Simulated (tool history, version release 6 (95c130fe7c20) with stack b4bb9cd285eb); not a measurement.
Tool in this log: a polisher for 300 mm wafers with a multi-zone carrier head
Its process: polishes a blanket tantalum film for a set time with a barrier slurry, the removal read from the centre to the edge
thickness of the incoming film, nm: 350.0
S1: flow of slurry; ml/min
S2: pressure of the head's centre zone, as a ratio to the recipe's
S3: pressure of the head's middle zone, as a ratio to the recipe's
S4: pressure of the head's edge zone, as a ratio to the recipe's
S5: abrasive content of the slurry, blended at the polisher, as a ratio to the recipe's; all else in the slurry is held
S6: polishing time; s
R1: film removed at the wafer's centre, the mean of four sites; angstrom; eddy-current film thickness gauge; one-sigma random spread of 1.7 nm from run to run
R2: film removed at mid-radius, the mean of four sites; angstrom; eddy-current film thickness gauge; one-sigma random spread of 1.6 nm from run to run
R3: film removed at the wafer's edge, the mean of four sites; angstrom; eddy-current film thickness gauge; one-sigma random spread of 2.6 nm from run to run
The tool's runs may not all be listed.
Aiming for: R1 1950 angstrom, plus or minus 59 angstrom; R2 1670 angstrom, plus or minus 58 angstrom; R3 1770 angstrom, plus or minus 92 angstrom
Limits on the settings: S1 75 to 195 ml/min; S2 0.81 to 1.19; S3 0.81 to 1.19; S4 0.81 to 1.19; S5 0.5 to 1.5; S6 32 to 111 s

{"run": 1, "hour": 0.0, "S1": 125, "S2": 1, "S3": 1, "S4": 1, "S5": 1, "S6": 71, "R1": 1498.3, "R2": 1488, "R3": 1467}
{"run": 2, "hour": 3.6, "S1": 125, "S2": 1, "S3": 1, "S4": 1.08, "S5": 1, "S6": 71, "R1": 1496.2, "R2": 1489.8, "R3": 1537.7}
{"run": 3, "hour": 10.5, "S1": 135, "S2": 1.02, "S3": 1, "S4": 1.09, "S5": 1, "S6": 71, "R1": 1546.6, "R2": 1531.1, "R3": 1516.5}
{"run": 4, "hour": 14.9, "S1": 135, "S2": 1.02, "S3": 1, "S4": 1.09, "S5": 1, "S6": 86, "R1": 1862.4, "R2": 1845.8, "R3": 1846.4}
{"run": 5, "hour": 22.5, "S1": 135, "S2": 1.04, "S3": 0.98, "S4": 1.09, "S5": 1, "S6": 86, "R1": 1920.8, "R2": 1813.7, "R3": 1896.2}
{"run": 6, "hour": 25.0, "S1": 135, "S2": 1.05, "S3": 0.97, "S4": 1.07, "S5": 0.95, "S6": 86, "R1": 1888.9, "R2": 1766.9, "R3": 1813.3}
{"run": 7, "hour": 27.5, "S1": 135, "S2": 1.06, "S3": 0.96, "S4": 1.07, "S5": 0.95, "S6": 86, "R1": 1899.4, "R2": 1728.6, "R3": 1833.3}
{"run": 8, "hour": 29.1, "S1": 135, "S2": 1.07, "S3": 0.96, "S4": 1.06, "S5": 0.95, "S6": 86, "R1": 1960.8, "R2": 1758.3, "R3": 1791.8}
{"run": 9, "hour": 33.3, "S1": 135, "S2": 1.07, "S3": 0.95, "S4": 1.06, "S5": 0.95, "S6": 86, "R1": 1953.8, "R2": 1742.3, "R3": 1793.3}

Below are 4 possible settings for the next run. Only one of them brings all results inside the allowed miss of their targets. Which is it?
{"run": "A", "hour": 37.5, "S1": 160, "S2": 1.15, "S3": 0.92, "S4": 1, "S5": 1.25, "S6": 71, "R1": "?", "R2": "?", "R3": "?"}
{"run": "B", "hour": 37.5, "S1": 155, "S2": 1.14, "S3": 1.04, "S4": 0.95, "S5": 0.85, "S6": 77, "R1": "?", "R2": "?", "R3": "?"}
{"run": "C", "hour": 37.5, "S1": 80, "S2": 1.17, "S3": 0.99, "S4": 1.05, "S5": 0.75, "S6": 100, "R1": "?", "R2": "?", "R3": "?"}
{"run": "D", "hour": 37.5, "S1": 110, "S2": 1.11, "S3": 0.87, "S4": 1.01, "S5": 1.05, "S6": 85, "R1": "?", "R2": "?", "R3": "?"}

move=A R1=1938.8 R2=1550.2 R3=1638.6
move=B R1=1841.8 R2=1646.9 R3=1536.8
move=C R1=1967.7 R2=1680.2 R3=1789.1
move=D R1=1960 R2=1566.7 R3=1781
A: the result that was furthest off in the last run now lies on the other side of its target
B: the furthest-off result lands on target, but another misses its tolerance
C: each result inside its tolerance
D: the result that was furthest off in the last run now lies on the other side of its target
Correct choice: C, which meets every target
